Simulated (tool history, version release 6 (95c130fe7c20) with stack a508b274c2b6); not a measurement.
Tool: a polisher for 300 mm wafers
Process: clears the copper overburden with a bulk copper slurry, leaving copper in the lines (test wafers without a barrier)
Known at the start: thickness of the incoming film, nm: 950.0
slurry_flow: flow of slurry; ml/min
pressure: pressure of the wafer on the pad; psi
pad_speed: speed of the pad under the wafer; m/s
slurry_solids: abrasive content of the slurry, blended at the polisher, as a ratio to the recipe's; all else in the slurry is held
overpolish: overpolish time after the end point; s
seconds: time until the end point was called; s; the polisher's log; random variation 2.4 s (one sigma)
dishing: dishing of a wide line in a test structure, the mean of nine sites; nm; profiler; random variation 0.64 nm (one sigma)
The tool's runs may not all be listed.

run,hour,slurry_flow,pressure,pad_speed,slurry_solids,overpolish,seconds,dishing
1,0,250,2.6,1.36,1,27,72.272,94.722
2,7.5,250,2.6,1.36,1.1,27,69.753,95.003
3,13.2,250,2.2,1.2,1.1,21,90.69,79.211
4,17.8,275,2.2,1.2,1.1,21,88.777,81.122
5,20.9,265,1.9,1.08,1.1,20,114.01,67.328
6,21.9,265,1.9,1.08,1.1,11,114.18,48.143
7,27.8,265,1.9,1.08,1.1,11,115.71,47.517
8,34.3,260,1.2,0.76,1.05,24,236.27,45.753
9,38.2,270,1.4,0.76,1.05,24,204.96,52.21
10,39.5,290,1.4,0.76,1.05,24,204.49,53.87
11,47.2,305,1.4,0.78,1.05,23,195.05,51.631
12,51.5,315,1.4,0.78,1.05,23,193.69,51.542
13,54.4,320,1.5,0.78,1.05,23,183.95,55.563
14,59.8,325,1.5,0.78,1.05,23,182.41,54.548
15,67.7,330,1.5,0.78,1.05,23,180.47,54.774

The next listed run, before its measurement:
16,74.2,335,1.5,0.78,1.05,23,?,?

{"run 16": {"seconds": 181.39, "dishing": 55.154}}
